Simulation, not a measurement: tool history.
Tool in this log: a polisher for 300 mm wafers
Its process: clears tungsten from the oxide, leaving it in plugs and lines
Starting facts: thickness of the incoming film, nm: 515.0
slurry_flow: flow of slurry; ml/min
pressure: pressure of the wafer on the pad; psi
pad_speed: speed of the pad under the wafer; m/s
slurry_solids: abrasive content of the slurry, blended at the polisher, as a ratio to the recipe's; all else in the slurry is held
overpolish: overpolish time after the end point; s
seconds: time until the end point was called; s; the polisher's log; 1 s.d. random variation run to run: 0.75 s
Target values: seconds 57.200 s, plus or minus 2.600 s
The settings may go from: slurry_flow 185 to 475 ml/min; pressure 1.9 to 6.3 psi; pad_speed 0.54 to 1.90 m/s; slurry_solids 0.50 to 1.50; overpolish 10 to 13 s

run,hour,slurry_flow,pressure,pad_speed,slurry_solids,overpolish,seconds
1,0.0,305,4.1,1.22,1.00,13,96.747
2,6.0,305,4.1,1.22,1.20,13,91.945
3,14.5,305,4.1,0.98,1.20,13,114.970
4,16.0,275,4.1,0.98,1.20,13,113.780
5,20.5,275,4.6,1.02,1.20,13,101.130
6,27.3,275,5.0,1.08,1.20,13,87.323
7,27.9,275,5.3,1.12,1.20,13,82.691
8,31.3,275,5.5,1.18,1.20,13,76.858
9,37.7,275,5.7,1.24,1.20,13,71.042
10,39.1,275,5.8,1.28,1.20,13,68.084
11,46.6,275,5.9,1.30,1.20,13,65.038
12,54.5,275,6.0,1.32,1.20,13,64.135
13,58.3,275,6.1,1.34,1.20,13,62.799
14,64.7,275,6.1,1.36,1.20,13,62.014
# hour 66.4: slurry blender recalibrated
15,66.4,275,6.1,1.38,1.20,13,52.148
16,69.3,275,6.0,1.38,1.20,13,53.257
17,72.6,280,5.9,1.38,1.20,13,51.792
18,80.5,270,5.8,1.38,1.20,13,54.338
19,88.0,275,5.8,1.38,1.20,13,53.111
20,93.3,280,5.8,1.38,1.20,13,53.058

Consider the 4 candidate settings below. Which is the only one whose results all fall within their allowed miss of target?
A,98.6,320,5.8,1.12,1.25,13,?
B,98.6,250,5.8,1.08,1.50,10,?
C,98.6,185,5.2,1.26,1.25,10,?
D,98.6,300,4.9,1.48,1.20,13,?

move,seconds
A,65.612
B,65.556
C,66.922
D,58.252
A: takes the biggest miss from the last run beyond its target
B: takes the biggest miss from the last run beyond its target
C: takes the biggest miss from the last run beyond its target
D: every result lands within tolerance
Go with D: it meets all targets.

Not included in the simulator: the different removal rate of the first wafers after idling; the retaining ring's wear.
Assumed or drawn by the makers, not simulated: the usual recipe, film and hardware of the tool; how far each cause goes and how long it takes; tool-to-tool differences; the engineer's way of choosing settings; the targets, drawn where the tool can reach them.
